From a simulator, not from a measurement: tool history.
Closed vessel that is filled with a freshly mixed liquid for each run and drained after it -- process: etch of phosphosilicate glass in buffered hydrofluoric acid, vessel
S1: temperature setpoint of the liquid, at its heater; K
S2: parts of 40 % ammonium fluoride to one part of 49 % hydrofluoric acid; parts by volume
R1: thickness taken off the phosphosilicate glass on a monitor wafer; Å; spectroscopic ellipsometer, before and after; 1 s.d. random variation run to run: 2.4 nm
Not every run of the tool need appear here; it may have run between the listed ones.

Run 1, hour 0.0: S1 293.15 K, S2 21.5 parts by volume, time in the liquid (s) 95. Result: R1 1886.0 Å.
Run 2, hour 4.0: S1 293.15 K, S2 21.5 parts by volume, time in the liquid (s) 95. Result: R1 1876.9 Å.
Run 3, hour 8.7: S1 293.15 K, S2 17.5 parts by volume, time in the liquid (s) 95. Result: R1 2237.6 Å.
Run 4, hour 11.1: S1 293.15 K, S2 13.5 parts by volume, time in the liquid (s) 95. Result: R1 2926.5 Å.
Run 5, hour 11.7: S1 294.65 K, S2 13.5 parts by volume, time in the liquid (s) 95. Result: R1 3110.1 Å.
Run 6, hour 20.2: S1 295.65 K, S2 13.5 parts by volume, time in the liquid (s) 95. Result: R1 3370.5 Å.
Run 7, hour 28.4: S1 296.15 K, S2 13.5 parts by volume, time in the liquid (s) 95. Result: R1 3450.7 Å.

Expected results for the next run?
Run 8, hour 33.2: S1 296.65 K, S2 13.5 parts by volume, time in the liquid (s) 95. Result: R1 ?.

R1: 3491.8 Å

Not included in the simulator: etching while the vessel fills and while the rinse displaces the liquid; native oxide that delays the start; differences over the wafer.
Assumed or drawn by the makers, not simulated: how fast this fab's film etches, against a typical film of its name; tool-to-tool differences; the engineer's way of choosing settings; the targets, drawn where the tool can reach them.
